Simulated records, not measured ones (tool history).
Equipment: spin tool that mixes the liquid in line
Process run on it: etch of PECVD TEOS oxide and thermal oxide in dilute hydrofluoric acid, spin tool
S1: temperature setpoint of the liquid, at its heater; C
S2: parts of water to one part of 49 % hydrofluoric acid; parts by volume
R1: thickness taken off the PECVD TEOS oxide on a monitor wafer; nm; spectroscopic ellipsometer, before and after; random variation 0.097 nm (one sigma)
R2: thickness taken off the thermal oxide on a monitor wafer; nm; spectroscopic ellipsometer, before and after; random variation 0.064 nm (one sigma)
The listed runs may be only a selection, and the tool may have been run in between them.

{"run": 1, "hour": 0.0, "S1": 25, "S2": 255, "time under the liquid (s)": 180, "R1": 8.1189, "R2": 2.8829}
{"run": 2, "hour": 1.6, "S1": 27, "S2": 230, "time under the liquid (s)": 180, "R1": 9.8218, "R2": 3.568}
{"run": 3, "hour": 10.0, "S1": 28, "S2": 210, "time under the liquid (s)": 180, "R1": 11.539, "R2": 4.1381}
{"run": 4, "hour": 10.5, "S1": 31.5, "S2": 210, "time under the liquid (s)": 180, "R1": 13.008, "R2": 4.7718}
{"run": 5, "hour": 15.8, "S1": 33, "S2": 210, "time under the liquid (s)": 180, "R1": 13.617, "R2": 4.8766}
{"run": 6, "hour": 18.4, "S1": 33, "S2": 200, "time under the liquid (s)": 180, "R1": 14.477, "R2": 5.1141}
{"run": 7, "hour": 22.9, "S1": 33, "S2": 195, "time under the liquid (s)": 180, "R1": 15.029, "R2": 5.398}

Run 8, settings as shown, results not yet in. Your forecast:
{"run": 8, "hour": 26.0, "S1": 33, "S2": 190, "time under the liquid (s)": 180, "R1": "?", "R2": "?"}

R1: 15.327 nm
R2: 5.5427 nm
